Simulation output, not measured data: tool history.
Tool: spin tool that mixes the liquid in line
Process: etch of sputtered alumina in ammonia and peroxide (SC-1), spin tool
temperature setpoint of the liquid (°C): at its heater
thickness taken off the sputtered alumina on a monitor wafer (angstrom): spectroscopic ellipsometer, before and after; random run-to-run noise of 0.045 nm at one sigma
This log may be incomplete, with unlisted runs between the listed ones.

run,day,temperature setpoint of the liquid (°C),parts of 29 % ammonia solution to one part of 30 % peroxide (parts by volume),time under the liquid (s),thickness taken off the sputtered alumina on a monitor wafer (angstrom)
1,0.000,60.0,0.75,100,69.790
2,0.204,61.0,0.75,100,73.642
3,0.279,61.0,0.75,80,59.442
4,0.425,61.0,0.75,80,58.459
5,0.638,61.0,0.75,100,73.545
6,0.988,61.0,0.75,100,73.196
7,1.212,62.0,0.75,100,76.987
8,1.421,62.5,0.75,100,79.372

The next listed run, before its measurement:
# day 1.446: heated supply line repaired
9,1.446,63.0,0.75,100,?

{"run 9": {"thickness taken off the sputtered alumina on a monitor wafer (angstrom)": 93.937}}

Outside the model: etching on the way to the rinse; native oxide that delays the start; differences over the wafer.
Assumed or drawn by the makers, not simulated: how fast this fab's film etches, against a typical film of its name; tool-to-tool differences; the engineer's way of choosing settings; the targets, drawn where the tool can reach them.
